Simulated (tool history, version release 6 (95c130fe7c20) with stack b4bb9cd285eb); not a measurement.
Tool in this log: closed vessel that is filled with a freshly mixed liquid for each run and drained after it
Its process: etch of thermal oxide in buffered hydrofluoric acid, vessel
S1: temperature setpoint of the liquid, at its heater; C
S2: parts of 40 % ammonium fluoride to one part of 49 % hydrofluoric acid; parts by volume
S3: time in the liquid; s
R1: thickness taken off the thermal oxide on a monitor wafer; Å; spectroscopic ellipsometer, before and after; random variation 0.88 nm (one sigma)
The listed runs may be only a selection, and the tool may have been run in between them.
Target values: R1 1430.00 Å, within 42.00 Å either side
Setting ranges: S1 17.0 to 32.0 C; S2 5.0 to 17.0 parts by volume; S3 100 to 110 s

{"run": 1, "hour": 0.0, "S1": 24.0, "S2": 10.5, "S3": 100, "R1": 1161.9}
{"run": 2, "hour": 6.5, "S1": 22.5, "S2": 10.5, "S3": 100, "R1": 1079.8}
{"run": 3, "hour": 12.3, "S1": 22.5, "S2": 13.0, "S3": 100, "R1": 881.52}
{"run": 4, "hour": 14.4, "S1": 22.5, "S2": 16.0, "S3": 100, "R1": 726.09}
{"run": 5, "hour": 21.9, "S1": 25.0, "S2": 15.5, "S3": 100, "R1": 841.32}
{"run": 6, "hour": 23.8, "S1": 23.0, "S2": 15.5, "S3": 100, "R1": 760.44}
{"run": 7, "hour": 29.1, "S1": 25.5, "S2": 14.5, "S3": 100, "R1": 928.88}
{"run": 8, "hour": 30.0, "S1": 29.5, "S2": 12.5, "S3": 100, "R1": 1339.5}
{"run": 9, "hour": 33.8, "S1": 30.0, "S2": 12.5, "S3": 100, "R1": 1361.2}
{"run": 10, "hour": 42.2, "S1": 30.0, "S2": 12.5, "S3": 100, "R1": 1357.9}

Which single option among these 5 for the next run brings every result within its allowed miss of target? Just one does.
{"run": "A", "hour": 50.6, "S1": 30.0, "S2": 14.0, "S3": 110, "R1": "?"}
{"run": "B", "hour": 50.6, "S1": 29.0, "S2": 12.0, "S3": 105, "R1": "?"}
{"run": "C", "hour": 50.6, "S1": 29.5, "S2": 13.0, "S3": 100, "R1": "?"}
{"run": "D", "hour": 50.6, "S1": 30.0, "S2": 14.0, "S3": 105, "R1": "?"}
{"run": "E", "hour": 50.6, "S1": 28.0, "S2": 11.5, "S3": 100, "R1": "?"}

move=A R1=1339.30
move=B R1=1410.00
move=C R1=1275.10
move=D R1=1278.40
move=E R1=1327.60
A: moves away from the targets compared with the last run
B: all results land within tolerance of their targets
C: moves away from the targets compared with the last run
D: moves away from the targets compared with the last run
E: moves away from the targets compared with the last run
The right move is B.
